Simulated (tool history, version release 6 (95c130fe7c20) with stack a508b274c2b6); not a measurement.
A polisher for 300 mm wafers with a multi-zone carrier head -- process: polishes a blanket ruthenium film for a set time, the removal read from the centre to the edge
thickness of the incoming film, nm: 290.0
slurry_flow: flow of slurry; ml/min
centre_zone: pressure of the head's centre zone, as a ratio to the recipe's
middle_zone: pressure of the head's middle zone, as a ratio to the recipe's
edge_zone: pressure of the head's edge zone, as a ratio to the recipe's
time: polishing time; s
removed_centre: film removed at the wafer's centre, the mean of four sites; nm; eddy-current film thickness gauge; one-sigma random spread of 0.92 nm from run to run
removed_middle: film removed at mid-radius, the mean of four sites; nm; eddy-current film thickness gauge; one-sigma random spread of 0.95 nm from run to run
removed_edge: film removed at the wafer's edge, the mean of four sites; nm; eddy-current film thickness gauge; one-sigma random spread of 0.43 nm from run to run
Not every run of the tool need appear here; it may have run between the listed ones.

| run | day | slurry_flow | centre_zone | middle_zone | edge_zone | time | removed_centre | removed_middle | removed_edge |
|---|---|---|---|---|---|---|---|---|---|
| 1 | 0.000 | 200 | 1.00 | 1.00 | 1.00 | 43 | 42.972 | 48.451 | 46.708 |
| 2 | 0.308 | 235 | 1.00 | 1.00 | 1.00 | 43 | 45.668 | 48.965 | 47.541 |
| 3 | 0.404 | 235 | 1.01 | 1.04 | 0.99 | 46 | 48.788 | 54.882 | 50.768 |
| 4 | 0.504 | 240 | 1.03 | 1.07 | 0.99 | 48 | 51.213 | 57.364 | 53.656 |
| 5 | 0.571 | 240 | 1.03 | 0.99 | 0.99 | 48 | 52.315 | 54.411 | 53.304 |
| 6 | 0.833 | 240 | 0.96 | 0.99 | 0.99 | 48 | 47.880 | 54.728 | 52.980 |
| 7 | 0.858 | 245 | 0.98 | 1.03 | 0.96 | 50 | 50.502 | 58.800 | 54.420 |
| 8 | 1.029 | 255 | 1.00 | 1.07 | 0.94 | 52 | 54.020 | 63.846 | 55.861 |
| 9 | 1.238 | 260 | 1.02 | 1.10 | 0.94 | 53 | 57.917 | 67.153 | 56.998 |
| 10 | 1.283 | 265 | 1.02 | 1.12 | 0.94 | 54 | 58.339 | 68.105 | 58.313 |
|  | 1.562 | centre zone pressure recalibrated |
| 11 | 1.562 | 265 | 1.02 | 1.13 | 0.93 | 55 | 65.289 | 70.510 | 58.865 |
| 12 | 1.833 | 270 | 1.00 | 1.14 | 0.93 | 56 | 63.988 | 73.738 | 59.722 |

Run 13 has not been measured yet. What should we expect?
| 13 | 2.117 | 270 | 0.99 | 1.15 | 0.94 | 56 | ? | ? | ? |

{"run 13": {"removed_centre": 64.293, "removed_middle": 73.823, "removed_edge": 60.297}}
